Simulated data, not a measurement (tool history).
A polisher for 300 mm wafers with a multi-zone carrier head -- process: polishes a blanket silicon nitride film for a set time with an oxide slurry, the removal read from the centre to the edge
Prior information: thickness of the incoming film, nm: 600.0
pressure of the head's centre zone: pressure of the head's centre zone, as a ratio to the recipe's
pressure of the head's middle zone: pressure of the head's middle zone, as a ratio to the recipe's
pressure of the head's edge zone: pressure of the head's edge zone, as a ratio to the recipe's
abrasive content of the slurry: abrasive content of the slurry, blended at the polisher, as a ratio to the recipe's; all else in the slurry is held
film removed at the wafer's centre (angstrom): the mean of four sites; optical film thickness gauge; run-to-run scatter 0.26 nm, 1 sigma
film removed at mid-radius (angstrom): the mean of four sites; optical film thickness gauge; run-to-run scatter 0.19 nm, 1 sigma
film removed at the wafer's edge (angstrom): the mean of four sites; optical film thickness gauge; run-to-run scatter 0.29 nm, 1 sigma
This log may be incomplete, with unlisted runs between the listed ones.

run  hour  flow of slurry (ml/min)  pressure of the head's centre zone  pressure of the head's middle zone  pressure of the head's edge zone  abrasive content of the slurry  polishing time (s)  film removed at the wafer's centre (angstrom)  film removed at mid-radius (angstrom)  film removed at the wafer's edge (angstrom)
  1   0.0                      310                                1.00                                1.00                              1.00                             1.0                  41                                         235.06                                 232.91                                       229.64
  2   7.4                      310                                1.00                                0.93                              1.00                             1.0                  41                                         236.52                                 219.65                                       233.57
  3   9.8                      310                                1.00                                0.93                              1.05                             1.0                  41                                         235.51                                 219.34                                       239.60
  4  14.9                      320                                1.00                                0.99                              1.08                             1.1                  41                                         245.34                                 240.97                                       248.54
  5  20.7                      320                                1.00                                0.99                              1.08                             1.0                  41                                         236.32                                 232.80                                       237.46
  6  29.4                      320                                1.00                                0.99                              1.03                             1.0                  41                                         238.60                                 233.67                                       233.87

Expected results for the next run?
  7  32.8                      330                                0.99                                1.02                              1.06                             1.1                  41                                              ?                                      ?                                            ?

{"run 7": {"film removed at the wafer's centre (angstrom)": 246.4, "film removed at mid-radius (angstrom)": 249.0, "film removed at the wafer's edge (angstrom)": 244.58}}
